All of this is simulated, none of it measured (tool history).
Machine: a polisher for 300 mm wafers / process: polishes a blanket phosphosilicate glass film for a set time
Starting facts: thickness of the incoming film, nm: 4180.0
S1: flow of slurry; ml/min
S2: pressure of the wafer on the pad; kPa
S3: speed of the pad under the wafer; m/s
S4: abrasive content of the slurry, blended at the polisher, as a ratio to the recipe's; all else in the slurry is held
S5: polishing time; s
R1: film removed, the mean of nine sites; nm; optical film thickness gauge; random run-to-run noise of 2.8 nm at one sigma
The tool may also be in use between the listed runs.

run,hour,S1,S2,S3,S4,S5,R1
1,0,205,15.9,1.1,1,79,439.38
2,8,205,15.2,1.1,1,79,426.51
3,10.4,205,14.5,1.1,1,79,397.28
4,13.3,205,14.5,0.86,1,79,355.02
5,14.6,205,14.5,0.86,0.9,79,341.76
6,19,205,11,0.86,0.9,79,259.62
7,26.1,205,11,0.86,0.9,79,259.05
8,35,210,11.7,0.86,0.9,79,281.54
9,42,225,11.7,0.86,0.9,79,284.28
10,50.9,240,11.7,0.86,0.9,79,282.39
11,58.5,240,12.4,0.86,0.9,79,293.2
12,59.7,240,13.1,0.86,0.9,79,314.63
13,60.6,240,13.1,0.86,0.9,79,313.81

Run 14 comes next. What will it give?
14,61.6,245,13.1,0.86,0.9,79,?

{"run 14": {"R1": 312.04}}
